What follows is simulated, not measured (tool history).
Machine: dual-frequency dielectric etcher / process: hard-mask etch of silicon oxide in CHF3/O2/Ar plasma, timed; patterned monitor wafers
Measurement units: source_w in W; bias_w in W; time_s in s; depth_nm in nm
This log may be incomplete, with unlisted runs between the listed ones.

run 1 hour=0.0 | source_w=560 bias_w=194 time_s=15.5 | depth_nm=31.322
run 2 hour=1.3 | source_w=520 bias_w=185 time_s=15.5 | depth_nm=29.937
run 3 hour=6.6 | source_w=490 bias_w=179 time_s=15.5 | depth_nm=28.817
run 4 hour=8.7 | source_w=580 bias_w=179 time_s=15.5 | depth_nm=30.776
run 5 hour=13.0 | source_w=580 bias_w=179 time_s=15.5 | depth_nm=30.954
run 6 hour=19.1 | source_w=520 bias_w=179 time_s=15.5 | depth_nm=29.447
run 7 hour=24.0 | source_w=520 bias_w=179 time_s=15.5 | depth_nm=29.593
run 8 hour=26.1 | source_w=490 bias_w=175 time_s=15.5 | depth_nm=28.667
run 9 hour=30.4 | source_w=470 bias_w=172 time_s=15.5 | depth_nm=28.109
run 10 hour=35.9 | source_w=450 bias_w=169 time_s=15.5 | depth_nm=27.357

What does the tool deliver on the next run?
run 11 hour=36.5 | source_w=440 bias_w=168 time_s=15.5 | depth_nm=?

{"run 11": {"depth_nm": 27.041}}
